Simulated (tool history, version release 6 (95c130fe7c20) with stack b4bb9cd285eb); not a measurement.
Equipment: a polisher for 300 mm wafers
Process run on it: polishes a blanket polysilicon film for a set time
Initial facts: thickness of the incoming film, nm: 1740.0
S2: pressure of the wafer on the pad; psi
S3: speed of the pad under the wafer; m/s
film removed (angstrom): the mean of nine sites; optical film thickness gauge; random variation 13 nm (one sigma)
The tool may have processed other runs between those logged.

run 1 day=0.000 | flow_of_slurry_(ml/min)=150 S2=3.2 S3=1.18 polishing_time_(s)=61 | film_removed_(angstrom)=6986.4
run 2 day=0.358 | flow_of_slurry_(ml/min)=150 S2=3.2 S3=1.34 polishing_time_(s)=61 | film_removed_(angstrom)=7842.5
run 3 day=0.721 | flow_of_slurry_(ml/min)=150 S2=3.4 S3=1.34 polishing_time_(s)=61 | film_removed_(angstrom)=8220.5
run 4 day=0.808 | flow_of_slurry_(ml/min)=150 S2=3.6 S3=1.34 polishing_time_(s)=61 | film_removed_(angstrom)=8806.2
run 5 day=0.908 | flow_of_slurry_(ml/min)=150 S2=3.6 S3=1.34 polishing_time_(s)=61 | film_removed_(angstrom)=8778.2
run 6 day=1.192 | flow_of_slurry_(ml/min)=150 S2=3.6 S3=1.34 polishing_time_(s)=64 | film_removed_(angstrom)=9297.5
run 7 day=1.254 | flow_of_slurry_(ml/min)=150 S2=3.8 S3=1.34 polishing_time_(s)=64 | film_removed_(angstrom)=9670.9
run 8 day=1.308 | flow_of_slurry_(ml/min)=150 S2=3.8 S3=1.34 polishing_time_(s)=64 | film_removed_(angstrom)=9599.7
run 9 day=1.533 | flow_of_slurry_(ml/min)=155 S2=4.0 S3=1.34 polishing_time_(s)=64 | film_removed_(angstrom)=10247.0
run 10 day=1.671 | flow_of_slurry_(ml/min)=155 S2=4.1 S3=1.34 polishing_time_(s)=64 | film_removed_(angstrom)=10573.0
run 11 day=1.833 | flow_of_slurry_(ml/min)=155 S2=4.2 S3=1.34 polishing_time_(s)=64 | film_removed_(angstrom)=10810.0
run 12 day=2.129 | flow_of_slurry_(ml/min)=155 S2=4.3 S3=1.34 polishing_time_(s)=64 | film_removed_(angstrom)=11132.0

Run 13 has not been measured yet. What should we expect?
run 13 day=2.446 | flow_of_slurry_(ml/min)=155 S2=4.4 S3=1.34 polishing_time_(s)=64 | film_removed_(angstrom)=?

film removed (angstrom): 11150.0
